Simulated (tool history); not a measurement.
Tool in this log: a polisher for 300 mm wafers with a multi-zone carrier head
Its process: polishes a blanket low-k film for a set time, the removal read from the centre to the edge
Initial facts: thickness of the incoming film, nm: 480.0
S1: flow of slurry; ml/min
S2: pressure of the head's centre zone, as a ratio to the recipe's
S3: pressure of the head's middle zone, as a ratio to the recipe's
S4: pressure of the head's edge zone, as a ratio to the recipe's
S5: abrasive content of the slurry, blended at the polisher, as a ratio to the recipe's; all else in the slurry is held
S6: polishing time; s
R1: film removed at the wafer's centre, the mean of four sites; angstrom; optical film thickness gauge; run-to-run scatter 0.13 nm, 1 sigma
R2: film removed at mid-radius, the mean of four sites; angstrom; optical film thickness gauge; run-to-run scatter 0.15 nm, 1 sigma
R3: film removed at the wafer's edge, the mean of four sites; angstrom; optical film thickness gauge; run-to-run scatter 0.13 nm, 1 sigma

run,hour,S1,S2,S3,S4,S5,S6,R1,R2,R3
1,0,125,1,1,1,1,47,245.76,250.5,245.31
2,1.6,125,1,1,1,1,40,210.8,210.97,208.5
3,8.3,125,1,0.95,1,1,40,211.84,200.97,208.59
4,9.5,125,1,0.95,1,1,35,183.07,176.62,183.8
5,18,125,1,0.88,1,1,35,183.65,163.75,183.46
6,23.2,140,0.99,0.9,1.04,1,35,186.55,175.6,190.28
7,25,150,1,0.9,1.08,1,35,191.35,173.39,195.03

Run 8, settings as shown, results not yet in. Your forecast:
8,30.8,185,0.98,1,1.16,1.1,35,?,?,?

Run 8 came out at R1 204.75 angstrom, R2 208.35 angstrom, R3 216.87 angstrom.
